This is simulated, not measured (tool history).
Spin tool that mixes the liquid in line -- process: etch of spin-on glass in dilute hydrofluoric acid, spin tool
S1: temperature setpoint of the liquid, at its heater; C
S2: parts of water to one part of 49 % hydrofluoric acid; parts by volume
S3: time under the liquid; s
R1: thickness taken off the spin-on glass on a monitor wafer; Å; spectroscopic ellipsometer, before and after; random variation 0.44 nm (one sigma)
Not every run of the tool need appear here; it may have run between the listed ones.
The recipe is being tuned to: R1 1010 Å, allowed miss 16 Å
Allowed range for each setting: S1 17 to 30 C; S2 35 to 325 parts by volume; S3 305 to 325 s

run 1 day=0 | S1=22 S2=180 S3=305 | R1=394.64
run 2 day=0.258 | S1=24.5 S2=150 S3=305 | R1=535.58
run 3 day=0.571 | S1=26 S2=130 S3=305 | R1=666.91
run 4 day=0.596 | S1=27.5 S2=130 S3=305 | R1=712.04
run 5 day=0.767 | S1=29 S2=130 S3=305 | R1=751.33
run 6 day=1.079 | S1=29.5 S2=120 S3=305 | R1=843.51
run 7 day=1.121 | S1=29.5 S2=115 S3=305 | R1=884.63
run 8 day=1.279 | S1=29.5 S2=110 S3=305 | R1=924.16
run 9 day=1.338 | S1=29.5 S2=105 S3=305 | R1=974.36
run 10 day=1.638 | S1=29.5 S2=105 S3=305 | R1=976.7

Which of these 5 next moves meets every target?
run A day=1.938 | S1=29 S2=105 S3=310 | R1=?
run B day=1.938 | S1=27.5 S2=100 S3=310 | R1=?
run C day=1.938 | S1=29.5 S2=100 S3=310 | R1=?
run D day=1.938 | S1=27.5 S2=100 S3=305 | R1=?
run E day=1.938 | S1=30 S2=110 S3=325 | R1=?

move=A R1=976.13
move=B R1=974.68
move=C R1=1051.7
move=D R1=958.96
move=E R1=1007.1
A: no nearer and no further than the last run
B: moves away from the targets compared with the last run
C: moves the result that the last run missed by most past its target, out the other side
D: moves away from the targets compared with the last run
E: in spec on every target
Answer: E

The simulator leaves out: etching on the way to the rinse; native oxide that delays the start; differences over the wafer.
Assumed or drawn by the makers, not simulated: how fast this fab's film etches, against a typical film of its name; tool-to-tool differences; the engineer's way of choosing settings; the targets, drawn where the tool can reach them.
